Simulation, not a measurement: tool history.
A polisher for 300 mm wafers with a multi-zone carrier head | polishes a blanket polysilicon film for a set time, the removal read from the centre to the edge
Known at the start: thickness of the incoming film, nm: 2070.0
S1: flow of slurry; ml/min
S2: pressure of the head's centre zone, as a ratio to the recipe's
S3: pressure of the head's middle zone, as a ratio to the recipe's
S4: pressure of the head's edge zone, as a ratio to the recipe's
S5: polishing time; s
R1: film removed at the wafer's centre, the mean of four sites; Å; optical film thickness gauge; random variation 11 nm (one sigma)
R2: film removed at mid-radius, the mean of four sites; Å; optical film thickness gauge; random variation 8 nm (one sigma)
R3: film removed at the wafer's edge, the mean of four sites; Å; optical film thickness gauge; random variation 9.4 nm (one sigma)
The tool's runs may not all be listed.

run,hour,S1,S2,S3,S4,S5,R1,R2,R3
1,0.0,220,1.00,1.00,1.00,67,5013.3,5110.5,4963.6
2,5.7,220,1.00,1.00,1.00,60,4442.3,4547.1,4477.6
3,8.1,225,1.02,1.02,1.04,69,5274.3,5307.3,5211.4
4,12.8,225,1.02,1.02,1.04,60,4591.0,4634.6,4597.4
5,21.5,275,1.02,1.02,1.04,60,4772.0,4764.1,4591.5
6,24.0,275,1.02,1.02,1.07,60,4791.5,4712.1,4692.7
7,33.0,270,1.03,1.04,1.09,69,5369.8,5492.0,5462.2
8,37.5,275,1.07,1.06,1.10,75,6219.6,6137.6,5965.0
9,44.4,275,1.08,1.07,1.11,79,6496.4,6459.5,6292.9
10,51.6,275,1.09,1.08,1.12,82,6751.4,6753.8,6669.5
11,52.7,280,1.11,1.10,1.12,84,7360.3,7007.8,6556.9

Run 12 comes next. What will it give?
12,56.2,285,1.10,1.10,1.13,85,?,?,?

{"run 12": {"R1": 7096.7, "R2": 7152.0, "R3": 6814.9}}

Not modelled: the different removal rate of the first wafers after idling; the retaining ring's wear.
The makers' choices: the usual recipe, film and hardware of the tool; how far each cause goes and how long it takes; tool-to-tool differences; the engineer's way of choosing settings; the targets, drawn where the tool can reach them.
